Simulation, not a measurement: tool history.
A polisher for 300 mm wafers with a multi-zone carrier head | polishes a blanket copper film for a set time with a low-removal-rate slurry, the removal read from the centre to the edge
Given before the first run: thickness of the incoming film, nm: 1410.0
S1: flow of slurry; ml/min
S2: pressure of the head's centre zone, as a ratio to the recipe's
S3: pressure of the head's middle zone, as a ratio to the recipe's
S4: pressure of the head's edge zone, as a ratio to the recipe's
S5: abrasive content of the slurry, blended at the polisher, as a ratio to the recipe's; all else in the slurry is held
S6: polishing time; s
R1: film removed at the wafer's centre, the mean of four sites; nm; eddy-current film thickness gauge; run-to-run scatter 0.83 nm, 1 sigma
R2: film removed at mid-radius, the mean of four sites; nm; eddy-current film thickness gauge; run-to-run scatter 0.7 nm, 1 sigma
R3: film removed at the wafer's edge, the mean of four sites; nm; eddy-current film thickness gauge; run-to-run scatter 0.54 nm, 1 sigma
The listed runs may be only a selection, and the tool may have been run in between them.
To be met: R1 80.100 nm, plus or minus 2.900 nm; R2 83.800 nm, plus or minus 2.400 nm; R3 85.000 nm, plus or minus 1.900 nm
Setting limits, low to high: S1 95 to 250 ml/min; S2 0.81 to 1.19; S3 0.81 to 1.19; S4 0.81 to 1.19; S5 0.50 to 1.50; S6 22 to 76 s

| run | hour | S1 | S2 | S3 | S4 | S5 | S6 | R1 | R2 | R3 |
|---|---|---|---|---|---|---|---|---|---|---|
| 1 | 0.0 | 160 | 1.00 | 1.00 | 1.00 | 1.00 | 49 | 154.290 | 149.410 | 153.330 |
| 2 | 5.9 | 160 | 1.00 | 1.00 | 1.00 | 0.85 | 49 | 148.440 | 143.670 | 146.050 |
| 3 | 7.8 | 150 | 0.97 | 0.98 | 0.97 | 0.75 | 45 | 126.670 | 122.060 | 126.680 |
| 4 | 9.0 | 145 | 0.94 | 0.98 | 0.94 | 0.70 | 43 | 112.450 | 114.640 | 116.360 |
| 5 | 15.0 | 140 | 0.93 | 0.97 | 0.91 | 0.65 | 41 | 104.820 | 107.330 | 107.370 |
| 6 | 20.1 | 135 | 0.91 | 0.95 | 0.89 | 0.60 | 40 | 96.226 | 98.547 | 100.870 |
| 7 | 23.4 | 130 | 0.90 | 0.94 | 0.87 | 0.60 | 39 | 92.714 | 93.772 | 96.421 |
| 8 | 27.6 | 125 | 0.89 | 0.94 | 0.86 | 0.60 | 39 | 90.484 | 92.622 | 95.851 |
| 9 | 34.3 | 120 | 0.87 | 0.95 | 0.81 | 0.50 | 35 | 74.388 | 79.285 | 78.211 |
| 10 | 41.6 | 130 | 0.87 | 0.94 | 0.82 | 0.50 | 35 | 77.456 | 80.118 | 78.504 |
| 11 | 44.3 | 130 | 0.88 | 0.95 | 0.84 | 0.50 | 35 | 76.897 | 80.030 | 80.468 |

Which single option among these 4 for the next run brings every result within its allowed miss of target? Just one does.
| A | 47.0 | 150 | 0.88 | 0.96 | 0.90 | 0.50 | 35 | ? | ? | ? |
| B | 47.0 | 105 | 0.82 | 1.06 | 1.01 | 0.50 | 38 | ? | ? | ? |
| C | 47.0 | 110 | 0.81 | 0.97 | 0.88 | 0.70 | 34 | ? | ? | ? |
| D | 47.0 | 155 | 0.87 | 0.95 | 0.82 | 0.60 | 33 | ? | ? | ? |

| move | R1 | R2 | R3 |
|---|---|---|---|
| A | 80.617 | 84.214 | 85.456 |
| B | 74.127 | 90.492 | 91.628 |
| C | 73.493 | 83.981 | 85.602 |
| D | 80.015 | 83.609 | 81.927 |
A: every result lands within tolerance
B: moves the result that the last run missed by most past its target, out the other side
C: puts the biggest miss on target and leaves a different result outside tolerance
D: gains on the last run, yet a result remains outside its allowed miss
Correct choice: A, which meets every target
